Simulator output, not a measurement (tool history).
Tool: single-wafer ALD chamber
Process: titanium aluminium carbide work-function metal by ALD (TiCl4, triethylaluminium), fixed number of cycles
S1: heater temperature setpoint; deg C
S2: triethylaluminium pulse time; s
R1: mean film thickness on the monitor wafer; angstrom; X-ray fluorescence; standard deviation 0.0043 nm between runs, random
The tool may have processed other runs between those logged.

Run 1, hour 0: S1 305 deg C, S2 9.03 s. Result: R1 21.132 angstrom.
Run 2, hour 8.4: S1 297 deg C, S2 9.03 s. Result: R1 20.34 angstrom.
Run 3, hour 14.5: S1 293 deg C, S2 7.46 s. Result: R1 19.013 angstrom.
Run 4, hour 15.1: S1 303 deg C, S2 7.46 s. Result: R1 19.999 angstrom.
Run 5, hour 22.4: S1 307 deg C, S2 7.46 s. Result: R1 20.32 angstrom.
Run 6, hour 26.8: S1 302 deg C, S2 6.38 s. Result: R1 18.845 angstrom.
Run 7, hour 34.4: S1 298 deg C, S2 5.98 s. Result: R1 17.774 angstrom.

Forecast run 8:
Run 8, hour 40.3: S1 296 deg C, S2 5.88 s. Result: R1 ?.

R1: 17.531 angstrom
